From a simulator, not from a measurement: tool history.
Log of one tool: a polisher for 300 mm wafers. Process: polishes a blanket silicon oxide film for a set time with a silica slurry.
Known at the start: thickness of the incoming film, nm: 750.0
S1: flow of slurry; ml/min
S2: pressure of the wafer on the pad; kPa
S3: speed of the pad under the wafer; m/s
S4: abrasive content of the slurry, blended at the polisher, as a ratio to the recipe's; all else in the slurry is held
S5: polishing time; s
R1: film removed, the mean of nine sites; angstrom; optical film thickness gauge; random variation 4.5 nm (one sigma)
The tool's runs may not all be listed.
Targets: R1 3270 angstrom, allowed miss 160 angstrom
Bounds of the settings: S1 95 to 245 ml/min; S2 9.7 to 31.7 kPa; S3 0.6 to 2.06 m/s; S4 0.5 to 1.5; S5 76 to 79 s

{"run": 1, "hour": 0.0, "S1": 155, "S2": 20.7, "S3": 1.32, "S4": 1, "S5": 76, "R1": 1523.4}
{"run": 2, "hour": 7.7, "S1": 155, "S2": 20.7, "S3": 1.32, "S4": 1.15, "S5": 76, "R1": 1615.1}
{"run": 3, "hour": 8.7, "S1": 155, "S2": 25.5, "S3": 1.32, "S4": 1.15, "S5": 76, "R1": 2016.5}
{"run": 4, "hour": 11.6, "S1": 155, "S2": 25.5, "S3": 1.12, "S4": 1.15, "S5": 76, "R1": 1771.6}
{"run": 5, "hour": 14.0, "S1": 155, "S2": 27.6, "S3": 1.24, "S4": 1.15, "S5": 76, "R1": 2039.2}
{"run": 6, "hour": 16.0, "S1": 190, "S2": 27.6, "S3": 1.24, "S4": 1.15, "S5": 76, "R1": 2080.6}
{"run": 7, "hour": 22.3, "S1": 190, "S2": 29, "S3": 1.36, "S4": 1.15, "S5": 76, "R1": 2427.7}
{"run": 8, "hour": 28.4, "S1": 195, "S2": 31.7, "S3": 1.62, "S4": 1.2, "S5": 76, "R1": 3013.8}
{"run": 9, "hour": 36.3, "S1": 195, "S2": 31.7, "S3": 1.66, "S4": 1.2, "S5": 76, "R1": 3029.2}

Which of these 4 next moves meets every target?
{"run": "A", "hour": 44.2, "S1": 195, "S2": 27.6, "S3": 1.58, "S4": 1.2, "S5": 76, "R1": "?"}
{"run": "B", "hour": 44.2, "S1": 240, "S2": 27.6, "S3": 1.62, "S4": 1.2, "S5": 76, "R1": "?"}
{"run": "C", "hour": 44.2, "S1": 180, "S2": 31.7, "S3": 1.7, "S4": 1.25, "S5": 77, "R1": "?"}
{"run": "D", "hour": 44.2, "S1": 145, "S2": 31.7, "S3": 1.6, "S4": 1.05, "S5": 78, "R1": "?"}

move=A R1=2552.4
move=B R1=2667.3
move=C R1=3164.4
move=D R1=2707.8
A: further off than the last run
B: further off than the last run
C: meets every target
D: further off than the last run
Move C is the one to make.
